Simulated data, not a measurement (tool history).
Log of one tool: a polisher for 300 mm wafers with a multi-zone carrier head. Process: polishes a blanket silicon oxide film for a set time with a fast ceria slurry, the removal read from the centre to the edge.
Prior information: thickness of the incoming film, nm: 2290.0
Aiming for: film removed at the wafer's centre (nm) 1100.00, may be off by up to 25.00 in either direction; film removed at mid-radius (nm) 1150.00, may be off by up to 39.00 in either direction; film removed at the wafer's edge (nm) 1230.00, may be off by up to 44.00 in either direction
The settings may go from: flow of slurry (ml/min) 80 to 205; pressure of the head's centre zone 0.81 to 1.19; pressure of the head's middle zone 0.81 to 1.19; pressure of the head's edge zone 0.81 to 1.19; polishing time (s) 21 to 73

run	hour	flow of slurry (ml/min)	pressure of the head's centre zone	pressure of the head's middle zone	pressure of the head's edge zone	polishing time (s)	film removed at the wafer's centre (nm)	film removed at mid-radius (nm)	film removed at the wafer's edge (nm)
1	0.0	135	1.00	1.00	1.00	47	942.91	921.02	967.99
2	5.8	135	1.00	1.00	1.00	42	844.23	827.06	859.66
3	14.6	135	1.00	1.00	0.93	42	835.29	827.97	824.77
4	16.5	155	1.00	1.00	0.93	42	867.85	844.79	845.05
5	17.8	155	1.00	1.00	0.93	34	706.62	688.48	669.35
6	19.2	145	1.00	1.02	0.97	38	773.14	770.75	755.32
7	25.0	135	1.00	1.03	1.00	42	844.33	842.19	850.68
8	31.0	130	1.00	1.04	1.03	45	898.72	907.49	907.07
9	34.4	130	1.00	1.04	1.03	45	903.29	891.08	909.58
10	37.8	135	0.98	1.04	1.05	47	929.98	971.62	981.66
11	40.6	145	0.98	1.03	1.08	48	951.25	992.06	1020.10
12	42.7	150	0.98	1.03	1.10	49	981.80	1026.10	1046.80
13	48.0	150	0.98	1.02	1.11	50	998.68	1008.00	1066.40
14	54.8	150	0.98	1.02	1.12	51	1017.00	1034.30	1084.90
15	62.0	150	0.98	1.02	1.13	52	1030.70	1062.60	1103.10
16	65.7	150	0.97	1.01	1.14	53	1064.60	1072.20	1149.50
17	67.0	155	0.96	1.01	1.15	53	1051.40	1075.20	1149.80
18	68.3	160	0.96	1.01	1.16	53	1052.00	1083.50	1162.50
19	73.4	165	0.96	1.01	1.17	53	1051.00	1086.80	1157.40
20	76.2	165	0.96	1.01	1.17	54	1075.70	1108.90	1180.90

Of the 5 settings listed for the next run, only one would bring every result within its allowed miss of target. Which one?
A	79.0	145	0.87	0.91	1.18	62	?	?	?
B	79.0	145	0.88	0.93	1.19	61	?	?	?
C	79.0	155	0.95	1.02	1.17	56	?	?	?
D	79.0	160	0.96	0.94	1.15	53	?	?	?
E	79.0	150	0.81	0.99	1.19	62	?	?	?

move	film removed at the wafer's centre (nm)	film removed at mid-radius (nm)	film removed at the wafer's edge (nm)
A	1085.60	1164.10	1351.50
B	1080.70	1162.60	1333.70
C	1084.00	1149.80	1223.60
D	1041.60	1031.70	1155.20
E	1016.20	1241.30	1359.50
A: pushes the last run's worst result past its target
B: pushes the last run's worst result past its target
C: every result within its allowed miss
D: misses by more than the last run did
E: pushes the last run's worst result past its target
C meets every target.

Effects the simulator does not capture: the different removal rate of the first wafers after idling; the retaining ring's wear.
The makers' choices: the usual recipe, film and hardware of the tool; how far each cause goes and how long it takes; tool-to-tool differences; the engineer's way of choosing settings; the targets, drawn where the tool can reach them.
